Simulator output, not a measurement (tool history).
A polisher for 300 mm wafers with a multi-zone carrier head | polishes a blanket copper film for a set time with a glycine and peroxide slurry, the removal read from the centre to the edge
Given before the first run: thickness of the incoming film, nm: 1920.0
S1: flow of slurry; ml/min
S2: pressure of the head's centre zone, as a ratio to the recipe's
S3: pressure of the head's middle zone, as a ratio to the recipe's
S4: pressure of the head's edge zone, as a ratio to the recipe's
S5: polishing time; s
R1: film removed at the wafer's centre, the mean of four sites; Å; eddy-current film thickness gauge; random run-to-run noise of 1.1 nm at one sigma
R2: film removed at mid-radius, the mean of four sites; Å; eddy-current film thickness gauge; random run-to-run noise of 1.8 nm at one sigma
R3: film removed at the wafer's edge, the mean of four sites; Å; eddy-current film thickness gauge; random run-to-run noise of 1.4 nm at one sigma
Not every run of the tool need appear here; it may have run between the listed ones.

run	hour	S1	S2	S3	S4	S5	R1	R2	R3
1	0.0	295	1.00	1.00	1.00	45	2521.0	2581.4	2565.6
2	3.6	280	0.95	0.99	0.98	41	2156.5	2314.8	2283.1
3	8.0	350	0.95	0.99	0.98	41	2207.4	2385.1	2322.3
4	10.2	335	0.91	0.97	0.97	39	1992.1	2232.3	2194.8
5	17.5	320	0.88	0.95	0.95	37	1842.2	2018.7	2079.9
6	26.2	320	0.82	0.95	0.95	37	1682.7	2078.0	2074.4
7	28.2	310	0.82	0.95	0.93	36	1666.5	1974.8	1986.4
8	35.7	300	0.82	0.95	0.93	35	1611.5	1911.6	1947.7
9	40.1	290	0.82	0.96	0.92	34	1549.7	1845.3	1869.6
10	43.6	275	0.82	0.97	0.91	34	1542.3	1856.7	1844.1
11	47.3	260	0.82	0.97	0.90	34	1535.2	1848.4	1819.2
12	53.1	250	0.82	0.97	0.90	34	1525.8	1837.0	1832.1

What does the tool deliver on the next run?
13	56.4	240	0.82	0.97	0.89	34	?	?	?

{"run 13": {"R1": 1544.9, "R2": 1840.1, "R3": 1827.5}}
